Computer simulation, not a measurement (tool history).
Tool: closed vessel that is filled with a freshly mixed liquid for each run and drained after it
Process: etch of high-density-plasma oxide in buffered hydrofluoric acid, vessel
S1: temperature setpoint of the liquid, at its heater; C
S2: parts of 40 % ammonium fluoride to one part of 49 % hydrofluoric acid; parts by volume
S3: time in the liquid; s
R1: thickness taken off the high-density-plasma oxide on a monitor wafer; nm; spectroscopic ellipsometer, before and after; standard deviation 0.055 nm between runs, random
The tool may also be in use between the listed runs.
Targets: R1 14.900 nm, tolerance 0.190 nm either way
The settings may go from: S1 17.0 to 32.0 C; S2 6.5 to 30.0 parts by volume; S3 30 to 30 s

run,hour,S1,S2,S3,R1
1,0.0,25.0,19.5,30,21.544
2,6.3,25.0,23.0,30,19.002
3,7.3,24.5,23.0,30,18.573
4,12.8,24.5,23.0,30,18.421
5,19.2,24.0,23.0,30,18.134
6,21.7,23.5,23.0,30,17.511
7,28.0,23.0,23.0,30,17.141
8,34.5,22.5,23.0,30,16.542
9,40.5,22.0,23.0,30,16.204
10,48.2,21.0,23.0,30,15.289

Consider the 4 candidate settings below. Which is the only one whose results all fall within their allowed miss of target?
A,55.9,18.0,19.0,30,?
B,55.9,19.0,19.0,30,?
C,55.9,22.5,25.0,30,?
D,55.9,20.5,22.0,30,?

move,R1
A,14.973
B,15.846
C,15.706
D,15.346
A: all results land within tolerance of their targets
B: the biggest miss grows against the last run
C: the biggest miss grows against the last run
D: the biggest miss grows against the last run
Go with A: it meets all targets.
